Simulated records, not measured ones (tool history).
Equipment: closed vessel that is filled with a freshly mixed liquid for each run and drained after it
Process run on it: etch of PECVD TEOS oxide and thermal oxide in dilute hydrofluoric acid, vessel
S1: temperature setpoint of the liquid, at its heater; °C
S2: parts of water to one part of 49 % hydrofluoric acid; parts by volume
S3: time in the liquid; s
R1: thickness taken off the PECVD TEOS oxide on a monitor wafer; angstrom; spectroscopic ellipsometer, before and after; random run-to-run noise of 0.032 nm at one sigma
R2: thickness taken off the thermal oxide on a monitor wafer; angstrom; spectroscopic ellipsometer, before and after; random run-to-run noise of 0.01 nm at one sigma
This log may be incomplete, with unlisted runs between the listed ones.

{"run": 1, "hour": 0.0, "S1": 24.0, "S2": 145, "S3": 310, "R1": 205.69, "R2": 86.941}
{"run": 2, "hour": 5.2, "S1": 24.0, "S2": 145, "S3": 395, "R1": 259.36, "R2": 111.05}
{"run": 3, "hour": 11.6, "S1": 25.5, "S2": 145, "S3": 395, "R1": 277.33, "R2": 117.32}
{"run": 4, "hour": 15.5, "S1": 25.5, "S2": 115, "S3": 395, "R1": 365.07, "R2": 152.97}
{"run": 5, "hour": 19.0, "S1": 23.5, "S2": 155, "S3": 360, "R1": 217.69, "R2": 91.753}
{"run": 6, "hour": 24.6, "S1": 22.0, "S2": 185, "S3": 330, "R1": 152.6, "R2": 64.286}
{"run": 7, "hour": 27.3, "S1": 20.5, "S2": 205, "S3": 305, "R1": 118.33, "R2": 49.929}
{"run": 8, "hour": 30.7, "S1": 17.0, "S2": 255, "S3": 205, "R1": 52.586, "R2": 22.661}
{"run": 9, "hour": 33.6, "S1": 18.0, "S2": 255, "S3": 205, "R1": 54.854, "R2": 23.49}

For run 10, what comes out?
{"run": 10, "hour": 36.2, "S1": 18.5, "S2": 255, "S3": 205, "R1": "?", "R2": "?"}

Run 10 measured R1 56.105 angstrom, R2 23.821 angstrom.

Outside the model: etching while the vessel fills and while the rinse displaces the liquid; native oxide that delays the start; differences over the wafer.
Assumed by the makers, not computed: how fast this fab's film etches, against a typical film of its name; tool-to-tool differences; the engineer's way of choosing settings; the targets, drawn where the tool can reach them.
